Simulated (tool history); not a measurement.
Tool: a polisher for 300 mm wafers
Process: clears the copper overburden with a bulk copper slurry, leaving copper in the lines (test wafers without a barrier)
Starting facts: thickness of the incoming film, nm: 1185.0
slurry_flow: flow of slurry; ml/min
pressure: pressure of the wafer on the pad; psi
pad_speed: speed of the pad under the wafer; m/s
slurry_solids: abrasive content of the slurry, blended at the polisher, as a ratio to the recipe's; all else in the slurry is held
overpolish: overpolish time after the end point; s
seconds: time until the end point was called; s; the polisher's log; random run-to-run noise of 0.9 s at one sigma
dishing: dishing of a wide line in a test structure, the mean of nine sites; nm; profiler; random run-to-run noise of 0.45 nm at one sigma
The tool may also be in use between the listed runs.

run  hour  slurry_flow  pressure  pad_speed  slurry_solids  overpolish  seconds  dishing
  1     0          130       2.1       1.24              1          10   149.34   32.669
  2   7.3          130       2.1       0.96              1          10   189.24   29.088
  3  12.3          135       2.3       0.96              1          10   174.32   30.633
  4  18.6          135       2.3       0.96              1          14   175.72   34.759
  5  22.3          140       2.5       0.98              1          13   160.08   35.048
  6  27.9          140       2.5       0.98            0.8          13   163.79   35.514
  7  34.8          145       2.6       1.02            0.8          13   150.21   36.602
  8  40.9          150       2.7       1.04            0.8          13   144.78   37.272
  9  45.9          150       2.8       1.08            0.8          13   135.08   37.359
 10  49.8          150       2.9        1.1            0.8          13   127.91   38.155
 11    55          150         3       1.12            0.8          13   120.65   39.207
 12  61.1          150         3       1.14            0.8          13   119.55   39.606

Run 13 is up next; what results do you expect?
 13  64.9          150         3       1.16            0.8          13        ?        ?

{"run 13": {"seconds": 116.37, "dishing": 39.243}}
